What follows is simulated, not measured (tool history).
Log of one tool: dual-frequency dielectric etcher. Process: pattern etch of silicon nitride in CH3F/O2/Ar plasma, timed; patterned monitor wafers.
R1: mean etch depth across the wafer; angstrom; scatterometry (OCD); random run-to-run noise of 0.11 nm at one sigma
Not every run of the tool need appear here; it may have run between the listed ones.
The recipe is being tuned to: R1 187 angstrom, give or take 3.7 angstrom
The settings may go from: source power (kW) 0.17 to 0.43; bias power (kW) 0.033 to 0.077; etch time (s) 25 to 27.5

{"run": 1, "day": 0.0, "source power (kW)": 0.3, "bias power (kW)": 0.055, "etch time (s)": 27.5, "R1": 169.62}
{"run": 2, "day": 0.212, "source power (kW)": 0.3, "bias power (kW)": 0.064, "etch time (s)": 27.5, "R1": 175.1}
{"run": 3, "day": 0.238, "source power (kW)": 0.3, "bias power (kW)": 0.071, "etch time (s)": 27.5, "R1": 179.18}
{"run": 4, "day": 0.517, "source power (kW)": 0.3, "bias power (kW)": 0.077, "etch time (s)": 27.5, "R1": 182.39}
{"run": 5, "day": 0.838, "source power (kW)": 0.3, "bias power (kW)": 0.067, "etch time (s)": 27.5, "R1": 177.06}
{"run": 6, "day": 1.092, "source power (kW)": 0.25, "bias power (kW)": 0.067, "etch time (s)": 27.5, "R1": 168.04}
{"run": 7, "day": 1.279, "source power (kW)": 0.26, "bias power (kW)": 0.068, "etch time (s)": 27.5, "R1": 168.97}
{"run": 8, "day": 1.608, "source power (kW)": 0.27, "bias power (kW)": 0.069, "etch time (s)": 27.5, "R1": 172.55}
{"run": 9, "day": 1.662, "source power (kW)": 0.28, "bias power (kW)": 0.07, "etch time (s)": 27.5, "R1": 176.1}

Below are 5 possible settings for the next run. Only one of them brings all results inside the allowed miss of their targets. Which is it?
{"run": "A", "day": 1.717, "source power (kW)": 0.29, "bias power (kW)": 0.063, "etch time (s)": 25.5, "R1": "?"}
{"run": "B", "day": 1.717, "source power (kW)": 0.3, "bias power (kW)": 0.068, "etch time (s)": 25, "R1": "?"}
{"run": "C", "day": 1.717, "source power (kW)": 0.3, "bias power (kW)": 0.057, "etch time (s)": 27, "R1": "?"}
{"run": "D", "day": 1.717, "source power (kW)": 0.26, "bias power (kW)": 0.069, "etch time (s)": 26, "R1": "?"}
{"run": "E", "day": 1.717, "source power (kW)": 0.39, "bias power (kW)": 0.071, "etch time (s)": 26.5, "R1": "?"}

move=A R1=160.37
move=B R1=161.7
move=C R1=167.77
move=D R1=161.7
move=E R1=187.91
A: moves away from the targets compared with the last run
B: moves away from the targets compared with the last run
C: moves away from the targets compared with the last run
D: moves away from the targets compared with the last run
E: all results land within tolerance of their targets
E meets every target.
